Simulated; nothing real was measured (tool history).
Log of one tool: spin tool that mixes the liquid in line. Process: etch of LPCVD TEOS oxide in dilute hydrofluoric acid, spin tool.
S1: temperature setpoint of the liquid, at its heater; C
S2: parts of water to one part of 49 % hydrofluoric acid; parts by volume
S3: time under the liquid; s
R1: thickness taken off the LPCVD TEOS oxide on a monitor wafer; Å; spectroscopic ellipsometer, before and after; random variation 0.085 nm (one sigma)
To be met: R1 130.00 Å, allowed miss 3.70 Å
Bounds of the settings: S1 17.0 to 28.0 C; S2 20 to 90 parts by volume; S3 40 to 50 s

run    day    S1  S2  S3      R1
  1  0.000  20.0  50  50  216.99
  2  0.200  20.0  55  50  196.00
  3  0.325  20.0  55  50  196.41
  4  0.542  20.0  70  50  151.81
  5  0.592  19.5  70  50  149.02
  6  0.729  19.0  70  50  146.98
  7  0.812  19.0  70  50  146.93
  8  1.008  18.5  70  50  143.01
  9  1.088  18.0  70  50  139.17
 10  1.354  17.5  70  50  137.96
 11  1.442  17.0  70  50  135.15
 12  1.533  17.0  70  45  121.93
 13  1.817  17.5  70  45  124.63

5 next moves are on the table. One of them brings every result within its allowed miss. Which?
  A  2.100  19.5  65  40   ?
  B  2.100  17.0  75  50   ?
  C  2.100  17.0  70  45   ?
  D  2.100  20.0  70  40   ?
  E  2.100  18.0  65  45   ?

move      R1
   A  129.97
   B  125.19
   C  121.38
   D  122.53
   E  137.19
A: meets every target
B: nearer than the last run, and not there yet
C: further off than the last run
D: further off than the last run
E: takes the result that was furthest off past its target
Move A is the one to make.
